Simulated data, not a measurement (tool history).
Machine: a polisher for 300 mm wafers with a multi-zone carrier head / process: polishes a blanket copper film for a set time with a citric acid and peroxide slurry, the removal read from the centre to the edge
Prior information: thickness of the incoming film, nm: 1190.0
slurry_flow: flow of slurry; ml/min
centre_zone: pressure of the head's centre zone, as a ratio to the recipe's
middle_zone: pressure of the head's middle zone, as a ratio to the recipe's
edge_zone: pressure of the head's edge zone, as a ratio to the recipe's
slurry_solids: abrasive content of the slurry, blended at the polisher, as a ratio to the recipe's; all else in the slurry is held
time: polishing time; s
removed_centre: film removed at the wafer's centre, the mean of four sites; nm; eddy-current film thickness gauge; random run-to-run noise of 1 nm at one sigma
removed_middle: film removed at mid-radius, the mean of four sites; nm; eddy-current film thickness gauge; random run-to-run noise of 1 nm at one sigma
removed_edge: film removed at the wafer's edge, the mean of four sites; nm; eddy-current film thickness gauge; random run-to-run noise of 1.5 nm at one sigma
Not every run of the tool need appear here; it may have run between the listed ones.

| run | hour | slurry_flow | centre_zone | middle_zone | edge_zone | slurry_solids | time | removed_centre | removed_middle | removed_edge |
|---|---|---|---|---|---|---|---|---|---|---|
| 1 | 0.0 | 190 | 1.00 | 1.00 | 1.00 | 1.00 | 55 | 181.62 | 176.60 | 172.95 |
| 2 | 2.0 | 185 | 0.99 | 0.98 | 0.99 | 0.95 | 53 | 168.18 | 167.06 | 167.46 |
| 3 | 8.0 | 185 | 0.96 | 0.98 | 0.99 | 0.95 | 53 | 169.57 | 166.70 | 164.60 |
| 4 | 13.7 | 185 | 0.96 | 0.93 | 0.99 | 0.95 | 53 | 168.44 | 159.45 | 161.55 |
| 5 | 16.6 | 185 | 0.96 | 0.88 | 0.99 | 0.95 | 53 | 168.03 | 157.01 | 167.24 |
| 6 | 22.4 | 180 | 0.95 | 0.87 | 0.98 | 0.90 | 51 | 155.31 | 145.22 | 156.36 |
| 7 | 26.0 | 175 | 0.95 | 0.86 | 0.96 | 0.85 | 50 | 148.85 | 138.49 | 150.23 |
| 8 | 29.8 | 175 | 0.95 | 0.86 | 0.94 | 0.80 | 49 | 144.44 | 132.61 | 144.93 |

Expected results for the next run?
| 9 | 38.6 | 175 | 0.94 | 0.86 | 0.93 | 0.75 | 48 | ? | ? | ? |

{"run 9": {"removed_centre": 139.6, "removed_middle": 130.37, "removed_edge": 136.66}}

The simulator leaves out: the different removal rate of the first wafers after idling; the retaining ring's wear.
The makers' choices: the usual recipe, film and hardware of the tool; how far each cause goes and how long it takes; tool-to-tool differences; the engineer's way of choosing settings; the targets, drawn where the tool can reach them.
